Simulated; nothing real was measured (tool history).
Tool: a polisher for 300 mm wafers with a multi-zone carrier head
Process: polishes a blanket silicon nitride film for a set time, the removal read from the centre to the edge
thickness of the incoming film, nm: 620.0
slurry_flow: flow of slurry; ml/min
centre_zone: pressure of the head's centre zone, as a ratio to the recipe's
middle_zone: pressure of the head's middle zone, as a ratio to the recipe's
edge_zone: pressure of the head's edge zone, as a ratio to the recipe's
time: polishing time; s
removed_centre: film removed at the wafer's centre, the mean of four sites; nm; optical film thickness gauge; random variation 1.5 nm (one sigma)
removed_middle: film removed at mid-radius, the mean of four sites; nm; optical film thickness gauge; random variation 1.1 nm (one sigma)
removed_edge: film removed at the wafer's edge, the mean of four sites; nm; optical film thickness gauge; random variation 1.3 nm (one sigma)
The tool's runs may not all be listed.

run,day,slurry_flow,centre_zone,middle_zone,edge_zone,time,removed_centre,removed_middle,removed_edge
1,0.000,240,1.00,1.00,1.00,59,122.22,122.41,126.12
2,0.104,240,1.00,1.06,1.00,59,123.57,129.69,122.86
3,0.238,235,1.00,1.04,0.99,58,121.00,128.75,120.97
4,0.525,235,1.01,1.03,0.99,57,117.34,125.89,120.13
5,0.767,180,1.01,1.03,0.99,57,118.32,120.24,116.41
6,0.825,180,1.01,1.02,0.99,57,114.74,119.66,113.66
7,1.075,180,1.02,1.01,0.99,57,114.11,118.26,115.25
8,1.233,180,1.02,1.01,0.99,57,117.79,117.70,116.90
9,1.317,175,1.02,1.00,0.99,57,116.27,115.15,115.62
# day 1.354: worn pad replaced by a new one
10,1.354,160,1.03,0.95,0.99,57,124.97,119.33,126.11
11,1.412,160,1.03,0.95,0.99,56,121.52,118.67,123.29

Run 12 comes next. What will it give?
12,1.571,160,1.04,0.95,1.00,55,?,?,?

removed_centre: 123.11 nm
removed_middle: 115.75 nm
removed_edge: 120.83 nm

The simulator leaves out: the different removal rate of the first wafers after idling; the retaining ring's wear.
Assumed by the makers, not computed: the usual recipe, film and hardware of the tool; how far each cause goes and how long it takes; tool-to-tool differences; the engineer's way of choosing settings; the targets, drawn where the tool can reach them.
